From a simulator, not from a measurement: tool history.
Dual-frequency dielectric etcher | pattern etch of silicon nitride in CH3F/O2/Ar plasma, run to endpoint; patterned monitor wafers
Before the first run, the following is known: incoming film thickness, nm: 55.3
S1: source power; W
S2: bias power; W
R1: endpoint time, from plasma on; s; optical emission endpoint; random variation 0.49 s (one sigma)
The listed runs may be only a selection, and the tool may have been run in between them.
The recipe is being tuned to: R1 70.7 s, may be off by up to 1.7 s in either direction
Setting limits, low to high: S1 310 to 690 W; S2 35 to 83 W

run  hour   S1  S2      R1
  1     0  500  59  83.305
  2   0.7  520  60  81.084
  3   6.2  530  60  81.342
  4   6.8  590  60  77.928
  5   7.7  590  55  80.664
  6  11.4  590  49  84.113
  7  18.4  600  51  84.109
  8  25.2  610  53  82.181
  9  31.4  620  55  80.037
 10    38  630  56  80.151

Which of these 4 next moves meets every target?
  A  44.6  640  60   ?
  B  44.6  680  72   ?
  C  44.6  520  35   ?
  D  44.6  650  41   ?

move      R1
   A  77.002
   B  70.633
   C  99.399
   D  88.635
A: nearer the targets than the last run, but a result is still out of spec
B: each result inside its tolerance
C: its largest miss is bigger than the last run's
D: its largest miss is bigger than the last run's
B meets every target.
